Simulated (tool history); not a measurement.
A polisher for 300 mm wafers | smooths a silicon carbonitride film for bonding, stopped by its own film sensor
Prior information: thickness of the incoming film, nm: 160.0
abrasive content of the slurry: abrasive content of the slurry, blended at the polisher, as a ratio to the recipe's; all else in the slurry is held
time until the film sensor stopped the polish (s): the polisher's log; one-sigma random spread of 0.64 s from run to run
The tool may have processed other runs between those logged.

run	hour	flow of slurry (ml/min)	pressure of the wafer on the pad (kPa)	speed of the pad under the wafer (m/s)	abrasive content of the slurry	target thickness at which the film sensor stops the polish (Å)	time until the film sensor stopped the polish (s)
1	0	220	13.8	0.92	1	1450	97.518
2	4.3	220	15.9	0.92	1	1450	85.21
3	9	220	15.9	0.92	0.8	1450	94.739
4	15	220	16.5	0.92	0.8	1450	91.077
5	22.8	220	16.5	1.08	0.8	1450	82.884
6	26.3	220	18.6	1.08	0.8	1450	74.984
# hour 33.5: worn pad replaced by a new one
7	33.5	225	20	1.08	0.8	1450	63.228

For run 8, what comes out?
8	34.7	220	20	1.08	0.8	1450	?

time until the film sensor stopped the polish (s): 63.099
